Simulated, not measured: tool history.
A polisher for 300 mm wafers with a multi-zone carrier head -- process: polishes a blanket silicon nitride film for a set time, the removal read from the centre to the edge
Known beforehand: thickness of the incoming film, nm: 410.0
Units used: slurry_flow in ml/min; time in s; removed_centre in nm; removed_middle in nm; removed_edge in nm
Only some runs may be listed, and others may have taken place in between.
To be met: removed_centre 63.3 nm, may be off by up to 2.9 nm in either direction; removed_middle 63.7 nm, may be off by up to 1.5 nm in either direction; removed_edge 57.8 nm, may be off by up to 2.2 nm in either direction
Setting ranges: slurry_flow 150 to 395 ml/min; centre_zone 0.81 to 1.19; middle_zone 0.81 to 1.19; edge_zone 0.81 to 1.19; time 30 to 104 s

run	hour	slurry_flow	centre_zone	middle_zone	edge_zone	time	removed_centre	removed_middle	removed_edge
1	0	250	1	1	1	67	98.066	98.819	97.853
2	8.7	250	1	1	0.96	60	88.068	88.97	85.528
3	11.7	250	0.95	1	0.96	60	84.896	87.128	86.457
4	13.7	245	0.96	1	0.93	55	79.147	80.387	77.157
5	18.6	235	0.95	1	0.9	52	72.779	76.368	71.326
6	25.1	235	0.95	1.07	0.9	52	73.484	81.311	71.352
7	33	225	0.95	1.04	0.88	50	69.253	75.83	67.353
8	35.1	215	0.96	1.02	0.86	49	68.869	72.253	65.462
9	39.1	210	0.96	1.01	0.85	48	66.426	69.873	63.232
10	43.8	200	0.97	1	0.84	47	64.821	67.539	62.056
11	48	195	0.98	1	0.83	46	63.89	66.278	58.846

Pick the move, out of 5, that brings all results within their allowed miss; only one does.
A	52.2	155	0.97	1.19	0.83	42	?	?	?
B	52.2	250	0.91	1.05	0.84	44	?	?	?
C	52.2	210	0.98	0.99	0.81	44	?	?	?
D	52.2	205	1	1.05	0.82	45	?	?	?
E	52.2	220	1.01	1.09	0.81	45	?	?	?

move	removed_centre	removed_middle	removed_edge
A	57.853	68.276	53.558
B	60.014	67.549	58.645
C	63.445	63.169	57.035
D	66.069	67.731	58.49
E	67.282	70.422	58.456
A: moves away from the targets compared with the last run
B: moves away from the targets compared with the last run
C: hits every target within its allowed miss
D: moves away from the targets compared with the last run
E: moves away from the targets compared with the last run
The move that meets every target is C.
